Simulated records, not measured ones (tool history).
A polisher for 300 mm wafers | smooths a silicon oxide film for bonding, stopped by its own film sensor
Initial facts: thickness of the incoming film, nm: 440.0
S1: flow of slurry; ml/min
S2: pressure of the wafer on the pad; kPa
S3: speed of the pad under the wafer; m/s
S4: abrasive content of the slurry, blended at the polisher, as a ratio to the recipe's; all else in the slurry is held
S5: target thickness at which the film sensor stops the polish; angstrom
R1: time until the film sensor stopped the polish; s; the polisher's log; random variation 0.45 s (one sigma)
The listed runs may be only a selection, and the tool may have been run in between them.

Run 1, hour 0: S1 260 ml/min, S2 11.7 kPa, S3 0.84 m/s, S4 1, S5 4050 angstrom. Result: R1 73.668 s.
Run 2, hour 3.9: S1 260 ml/min, S2 12.4 kPa, S3 0.84 m/s, S4 1, S5 4050 angstrom. Result: R1 71.896 s.
Run 3, hour 12.2: S1 260 ml/min, S2 13.1 kPa, S3 0.84 m/s, S4 1, S5 4050 angstrom. Result: R1 66.957 s.
Run 4, hour 18.8: S1 260 ml/min, S2 13.8 kPa, S3 0.84 m/s, S4 1, S5 4050 angstrom. Result: R1 63.694 s.
Run 5, hour 23.4: S1 260 ml/min, S2 14.5 kPa, S3 0.84 m/s, S4 1, S5 4050 angstrom. Result: R1 60.702 s.
Run 6, hour 30.9: S1 260 ml/min, S2 14.5 kPa, S3 0.62 m/s, S4 1, S5 4050 angstrom. Result: R1 76.977 s.
Run 7, hour 38.4: S1 260 ml/min, S2 15.2 kPa, S3 0.64 m/s, S4 1, S5 4050 angstrom. Result: R1 73.199 s.

Forecast run 8:
Run 8, hour 42.9: S1 260 ml/min, S2 15.9 kPa, S3 0.66 m/s, S4 1, S5 4050 angstrom. Result: R1 ?.

{"run 8": {"R1": 67.557}}
